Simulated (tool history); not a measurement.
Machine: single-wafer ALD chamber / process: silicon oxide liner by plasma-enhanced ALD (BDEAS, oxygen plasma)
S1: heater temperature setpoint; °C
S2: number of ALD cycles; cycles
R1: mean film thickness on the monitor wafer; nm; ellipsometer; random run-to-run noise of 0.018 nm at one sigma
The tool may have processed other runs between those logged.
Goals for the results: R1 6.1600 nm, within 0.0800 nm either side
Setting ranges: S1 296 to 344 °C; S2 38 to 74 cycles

{"run": 1, "hour": 0.0, "S1": 320, "S2": 56, "R1": 5.001}
{"run": 2, "hour": 2.3, "S1": 320, "S2": 59, "R1": 5.2505}
{"run": 3, "hour": 7.9, "S1": 320, "S2": 55, "R1": 4.8949}
{"run": 4, "hour": 15.1, "S1": 320, "S2": 47, "R1": 4.1804}
{"run": 5, "hour": 21.9, "S1": 320, "S2": 42, "R1": 3.7335}
{"run": 6, "hour": 23.7, "S1": 328, "S2": 42, "R1": 3.6908}
{"run": 7, "hour": 29.2, "S1": 324, "S2": 47, "R1": 4.1647}
{"run": 8, "hour": 33.0, "S1": 324, "S2": 51, "R1": 4.5212}
{"run": 9, "hour": 41.0, "S1": 324, "S2": 54, "R1": 4.7696}
{"run": 10, "hour": 45.9, "S1": 323, "S2": 57, "R1": 5.0523}
{"run": 11, "hour": 47.1, "S1": 321, "S2": 59, "R1": 5.2491}
{"run": 12, "hour": 51.7, "S1": 320, "S2": 61, "R1": 5.4514}
{"run": 13, "hour": 58.9, "S1": 319, "S2": 62, "R1": 5.5129}
{"run": 14, "hour": 61.8, "S1": 319, "S2": 62, "R1": 5.5509}
{"run": 15, "hour": 66.3, "S1": 319, "S2": 63, "R1": 5.6246}
{"run": 16, "hour": 67.6, "S1": 319, "S2": 64, "R1": 5.7113}
{"run": 17, "hour": 73.5, "S1": 319, "S2": 65, "R1": 5.8007}
{"run": 18, "hour": 76.5, "S1": 318, "S2": 66, "R1": 5.9285}
{"run": 19, "hour": 79.1, "S1": 317, "S2": 67, "R1": 5.9939}

Exactly one of the 5 candidate moves below puts every result within its allowed miss. Which one?
{"run": "A", "hour": 81.7, "S1": 316, "S2": 71, "R1": "?"}
{"run": "B", "hour": 81.7, "S1": 319, "S2": 71, "R1": "?"}
{"run": "C", "hour": 81.7, "S1": 309, "S2": 68, "R1": "?"}
{"run": "D", "hour": 81.7, "S1": 316, "S2": 70, "R1": "?"}
{"run": "E", "hour": 81.7, "S1": 317, "S2": 70, "R1": "?"}

move=A R1=6.3615
move=B R1=6.3304
move=C R1=6.1622
move=D R1=6.2719
move=E R1=6.2617
A: takes the biggest miss from the last run beyond its target
B: takes the biggest miss from the last run beyond its target
C: each result inside its tolerance
D: takes the biggest miss from the last run beyond its target
E: takes the biggest miss from the last run beyond its target
The move that meets every target is C.

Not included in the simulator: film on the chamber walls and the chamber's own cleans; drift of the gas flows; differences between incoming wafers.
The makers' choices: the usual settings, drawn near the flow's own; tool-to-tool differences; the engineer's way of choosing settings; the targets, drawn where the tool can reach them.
